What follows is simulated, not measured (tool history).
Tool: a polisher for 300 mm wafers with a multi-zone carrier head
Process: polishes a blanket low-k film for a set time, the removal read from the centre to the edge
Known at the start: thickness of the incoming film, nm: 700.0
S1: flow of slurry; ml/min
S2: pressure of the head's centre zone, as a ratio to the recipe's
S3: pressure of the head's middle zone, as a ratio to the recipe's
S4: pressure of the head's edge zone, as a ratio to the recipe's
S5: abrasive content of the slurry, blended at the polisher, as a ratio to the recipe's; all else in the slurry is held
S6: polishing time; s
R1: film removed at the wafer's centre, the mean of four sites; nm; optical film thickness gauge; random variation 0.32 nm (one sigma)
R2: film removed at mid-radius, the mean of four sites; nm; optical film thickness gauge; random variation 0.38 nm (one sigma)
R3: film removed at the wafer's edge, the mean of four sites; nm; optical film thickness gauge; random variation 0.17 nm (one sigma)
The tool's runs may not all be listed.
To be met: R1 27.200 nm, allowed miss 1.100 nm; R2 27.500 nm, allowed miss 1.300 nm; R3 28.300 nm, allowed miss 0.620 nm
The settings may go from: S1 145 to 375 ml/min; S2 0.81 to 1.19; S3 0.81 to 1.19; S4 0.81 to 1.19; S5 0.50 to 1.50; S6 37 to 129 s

run 1 hour=0.0 | S1=240 S2=1.00 S3=1.00 S4=1.00 S5=1.00 S6=83 | R1=32.940 R2=32.213 R3=30.780
run 2 hour=6.3 | S1=240 S2=1.00 S3=1.00 S4=1.00 S5=1.10 S6=83 | R1=34.799 R2=34.365 R3=31.970
run 3 hour=13.9 | S1=240 S2=1.00 S3=1.00 S4=1.05 S5=1.10 S6=83 | R1=34.568 R2=33.857 R3=33.116
run 4 hour=16.5 | S1=240 S2=1.00 S3=1.00 S4=1.05 S5=1.10 S6=96 | R1=40.647 R2=39.479 R3=38.326
run 5 hour=23.3 | S1=225 S2=0.95 S3=0.96 S4=1.00 S5=0.95 S6=96 | R1=34.365 R2=34.945 R3=34.393
run 6 hour=26.4 | S1=215 S2=0.93 S3=0.92 S4=0.96 S5=0.90 S6=96 | R1=32.478 R2=33.238 R3=32.894
run 7 hour=28.4 | S1=205 S2=0.92 S3=0.89 S4=0.94 S5=0.85 S6=96 | R1=31.146 R2=31.102 R3=31.464
run 8 hour=33.2 | S1=195 S2=0.90 S3=0.87 S4=0.91 S5=0.80 S6=96 | R1=29.069 R2=28.950 R3=29.736
run 9 hour=37.9 | S1=185 S2=0.89 S3=0.86 S4=0.90 S5=0.80 S6=96 | R1=28.363 R2=28.491 R3=29.703
run 10 hour=38.7 | S1=180 S2=0.89 S3=0.86 S4=0.88 S5=0.80 S6=96 | R1=28.787 R2=28.654 R3=29.115
-- hour=46.0 edge zone pressure recalibrated
run 11 hour=46.0 | S1=175 S2=0.88 S3=0.85 S4=0.87 S5=0.80 S6=96 | R1=27.996 R2=28.169 R3=29.891
run 12 hour=48.9 | S1=175 S2=0.89 S3=0.87 S4=0.85 S5=0.70 S6=96 | R1=25.438 R2=26.849 R3=27.007
run 13 hour=56.0 | S1=185 S2=0.89 S3=0.87 S4=0.87 S5=0.70 S6=96 | R1=26.064 R2=26.752 R3=27.717

Which of these 4 next moves meets every target?
run A hour=63.1 | S1=205 S2=0.92 S3=0.81 S4=0.93 S5=0.70 S6=94 | R1=? R2=? R3=?
run B hour=63.1 | S1=160 S2=0.90 S3=0.86 S4=0.84 S5=0.75 S6=98 | R1=? R2=? R3=?
run C hour=63.1 | S1=195 S2=0.85 S3=0.92 S4=0.89 S5=0.60 S6=106 | R1=? R2=? R3=?
run D hour=63.1 | S1=160 S2=1.02 S3=0.81 S4=0.97 S5=0.70 S6=99 | R1=? R2=? R3=?

move=A R1=27.370 R2=25.951 R3=27.895
move=B R1=27.728 R2=28.017 R3=28.048
move=C R1=25.398 R2=28.216 R3=27.510
move=D R1=30.398 R2=26.098 R3=28.980
A: brings the result that was furthest off to its target, and leaves another outside
B: meets every target
C: further off than the last run
D: takes the result that was furthest off past its target
Move B is the one to make.
